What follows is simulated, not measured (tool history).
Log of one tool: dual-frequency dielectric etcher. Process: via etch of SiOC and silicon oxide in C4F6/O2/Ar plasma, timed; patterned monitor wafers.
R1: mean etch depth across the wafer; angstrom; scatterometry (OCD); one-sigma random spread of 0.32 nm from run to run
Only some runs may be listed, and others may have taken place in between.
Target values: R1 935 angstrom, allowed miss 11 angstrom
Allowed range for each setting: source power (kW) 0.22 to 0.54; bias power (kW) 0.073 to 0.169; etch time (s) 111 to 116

{"run": 1, "hour": 0.0, "source power (kW)": 0.38, "bias power (kW)": 0.121, "etch time (s)": 111, "R1": 1164.7}
{"run": 2, "hour": 2.6, "source power (kW)": 0.36, "bias power (kW)": 0.118, "etch time (s)": 111, "R1": 1118.3}
{"run": 3, "hour": 6.7, "source power (kW)": 0.34, "bias power (kW)": 0.118, "etch time (s)": 111, "R1": 1075.4}
{"run": 4, "hour": 10.3, "source power (kW)": 0.34, "bias power (kW)": 0.11, "etch time (s)": 111, "R1": 1059.4}
{"run": 5, "hour": 11.4, "source power (kW)": 0.34, "bias power (kW)": 0.11, "etch time (s)": 116, "R1": 1100.4}
{"run": 6, "hour": 17.3, "source power (kW)": 0.33, "bias power (kW)": 0.11, "etch time (s)": 116, "R1": 1086.6}
{"hour": 23.3, "done": "source power generator calibrated"}
{"run": 7, "hour": 23.3, "source power (kW)": 0.32, "bias power (kW)": 0.11, "etch time (s)": 116, "R1": 1044.1}
{"run": 8, "hour": 30.0, "source power (kW)": 0.31, "bias power (kW)": 0.11, "etch time (s)": 116, "R1": 1018.2}
{"run": 9, "hour": 37.3, "source power (kW)": 0.29, "bias power (kW)": 0.11, "etch time (s)": 116, "R1": 967.77}
{"run": 10, "hour": 39.7, "source power (kW)": 0.27, "bias power (kW)": 0.11, "etch time (s)": 116, "R1": 916.42}

Next run, 4 choices. One meets every target within its allowed miss, the rest don't. Which?
{"run": "A", "hour": 42.1, "source power (kW)": 0.27, "bias power (kW)": 0.112, "etch time (s)": 114, "R1": "?"}
{"run": "B", "hour": 42.1, "source power (kW)": 0.25, "bias power (kW)": 0.13, "etch time (s)": 113.5, "R1": "?"}
{"run": "C", "hour": 42.1, "source power (kW)": 0.27, "bias power (kW)": 0.105, "etch time (s)": 115.5, "R1": "?"}
{"run": "D", "hour": 42.1, "source power (kW)": 0.29, "bias power (kW)": 0.099, "etch time (s)": 116, "R1": "?"}

move=A R1=898.37
move=B R1=878.3
move=C R1=891.98
move=D R1=931.79
A: moves away from the targets compared with the last run
B: moves away from the targets compared with the last run
C: moves away from the targets compared with the last run
D: meets every target
Answer: D
